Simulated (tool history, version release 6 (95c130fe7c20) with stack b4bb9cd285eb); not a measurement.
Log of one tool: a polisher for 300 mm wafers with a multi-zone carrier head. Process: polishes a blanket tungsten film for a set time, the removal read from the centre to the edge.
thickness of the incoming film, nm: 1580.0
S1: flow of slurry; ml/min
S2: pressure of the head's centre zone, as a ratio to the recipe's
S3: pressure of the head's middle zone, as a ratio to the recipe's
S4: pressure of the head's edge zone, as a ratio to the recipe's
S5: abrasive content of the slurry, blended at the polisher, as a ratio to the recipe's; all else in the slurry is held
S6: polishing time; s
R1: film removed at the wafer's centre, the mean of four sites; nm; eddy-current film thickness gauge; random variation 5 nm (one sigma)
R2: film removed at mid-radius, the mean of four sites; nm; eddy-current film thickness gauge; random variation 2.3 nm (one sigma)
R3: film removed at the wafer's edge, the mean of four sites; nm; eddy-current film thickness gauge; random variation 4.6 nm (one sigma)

run    day   S1  S2    S3    S4   S5  S6      R1      R2      R3
  1      0  210   1     1     1    1  63  348.04  339.25  338.25
  2  0.067  220   1  1.01     1    1  63  354.51  339.42  333.88
  3  0.325  220   1  1.02  1.01    1  63  356.85  344.17  343.92
  4  0.696  220   1  1.02  1.01  1.1  63  353.43  353.78  354.67
  5  0.888  220   1  1.02  1.01  0.9  63   346.3  334.27  324.86
  6  1.075  170   1  1.02  1.01  0.9  63  333.33  326.26  322.47

The next listed run, before its measurement:
  7  1.2  180   1  1.04  1.02  0.9  63   ?   ?   ?

{"run 7": {"R1": 332.57, "R2": 332.67, "R3": 326.32}}
